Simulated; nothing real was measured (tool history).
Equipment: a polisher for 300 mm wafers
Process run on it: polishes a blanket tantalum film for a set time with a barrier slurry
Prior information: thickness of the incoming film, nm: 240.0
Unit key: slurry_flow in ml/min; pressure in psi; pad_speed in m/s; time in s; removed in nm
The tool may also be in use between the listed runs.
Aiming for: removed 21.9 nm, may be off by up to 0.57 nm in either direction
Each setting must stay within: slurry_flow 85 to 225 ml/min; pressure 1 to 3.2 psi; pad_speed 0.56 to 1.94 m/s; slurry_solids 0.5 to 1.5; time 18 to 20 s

Run 1, day 0: slurry_flow 145 ml/min, pressure 2.1 psi, pad_speed 1.24 m/s, slurry_solids 1, time 20 s. Result: removed 32.96 nm.
Run 2, day 0.204: slurry_flow 145 ml/min, pressure 2.1 psi, pad_speed 1.24 m/s, slurry_solids 0.9, time 20 s. Result: removed 32.404 nm.
Run 3, day 0.446: slurry_flow 140 ml/min, pressure 1.9 psi, pad_speed 1.24 m/s, slurry_solids 0.9, time 20 s. Result: removed 29.361 nm.
Run 4, day 0.783: slurry_flow 140 ml/min, pressure 1.9 psi, pad_speed 0.96 m/s, slurry_solids 0.9, time 20 s. Result: removed 23.005 nm.
Run 5, day 1.108: slurry_flow 135 ml/min, pressure 1.9 psi, pad_speed 0.96 m/s, slurry_solids 0.9, time 20 s. Result: removed 23.201 nm.
Run 6, day 1.138: slurry_flow 135 ml/min, pressure 2.1 psi, pad_speed 0.96 m/s, slurry_solids 0.9, time 20 s. Result: removed 25.041 nm.
Run 7, day 1.238: slurry_flow 130 ml/min, pressure 2 psi, pad_speed 0.96 m/s, slurry_solids 0.9, time 20 s. Result: removed 23.553 nm.
Run 8, day 1.517: slurry_flow 100 ml/min, pressure 1.9 psi, pad_speed 0.96 m/s, slurry_solids 0.9, time 20 s. Result: removed 20.834 nm.

Pick the move, out of 4, that brings all results within their allowed miss; only one does.
Run A, day 1.796: slurry_flow 115 ml/min, pressure 2.1 psi, pad_speed 1.02 m/s, slurry_solids 0.8, time 18 s. Result: removed ?.
Run B, day 1.796: slurry_flow 95 ml/min, pressure 1.4 psi, pad_speed 1.42 m/s, slurry_solids 0.75, time 18 s. Result: removed ?.
Run C, day 1.796: slurry_flow 115 ml/min, pressure 1.8 psi, pad_speed 1.02 m/s, slurry_solids 0.95, time 18 s. Result: removed ?.
Run D, day 1.796: slurry_flow 110 ml/min, pressure 1.8 psi, pad_speed 1.06 m/s, slurry_solids 0.8, time 18 s. Result: removed ?.

move  removed
   A   22.327
   B   21.089
   C   20.482
   D   20.286
A: in spec on every target
B: moves toward the targets from the last run without getting all of them in spec
C: its largest miss is bigger than the last run's
D: its largest miss is bigger than the last run's
So the answer is move A, the one that meets all the targets.

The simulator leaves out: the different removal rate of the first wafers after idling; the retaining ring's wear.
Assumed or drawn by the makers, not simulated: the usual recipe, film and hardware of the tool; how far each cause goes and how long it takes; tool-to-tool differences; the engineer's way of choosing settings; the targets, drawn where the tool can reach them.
